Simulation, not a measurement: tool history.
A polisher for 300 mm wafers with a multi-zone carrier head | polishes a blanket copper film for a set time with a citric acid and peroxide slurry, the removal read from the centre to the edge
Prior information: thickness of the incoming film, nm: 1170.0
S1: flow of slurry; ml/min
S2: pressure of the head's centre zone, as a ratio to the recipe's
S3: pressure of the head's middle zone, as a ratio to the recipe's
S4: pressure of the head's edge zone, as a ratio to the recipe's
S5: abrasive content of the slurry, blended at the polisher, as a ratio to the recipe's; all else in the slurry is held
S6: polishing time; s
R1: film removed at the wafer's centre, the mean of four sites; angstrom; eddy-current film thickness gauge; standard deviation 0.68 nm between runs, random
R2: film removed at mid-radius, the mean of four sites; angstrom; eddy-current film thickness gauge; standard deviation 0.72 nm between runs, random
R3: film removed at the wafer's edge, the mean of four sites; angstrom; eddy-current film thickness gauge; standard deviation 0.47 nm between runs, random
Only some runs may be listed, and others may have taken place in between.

run,day,S1,S2,S3,S4,S5,S6,R1,R2,R3
1,0,170,1,1,1,1,48,856.33,844.11,834.95
2,0.133,170,0.96,1,1,1,48,829.81,834.23,831.44
3,0.35,170,0.96,1,1,0.9,48,793.13,842.06,811.82
4,0.662,170,0.96,1,1,0.9,40,673.64,672.61,684.26
5,0.771,175,0.98,0.97,1.01,0.9,40,678.9,668.9,686.61
6,1.033,175,0.98,0.97,1.01,0.9,34,592.87,559.7,577.14

Run 7, settings as shown, results not yet in. Your forecast:
7,1.221,180,0.99,0.95,1.05,1,34,?,?,?

R1: 601.22 angstrom
R2: 557.09 angstrom
R3: 616.15 angstrom
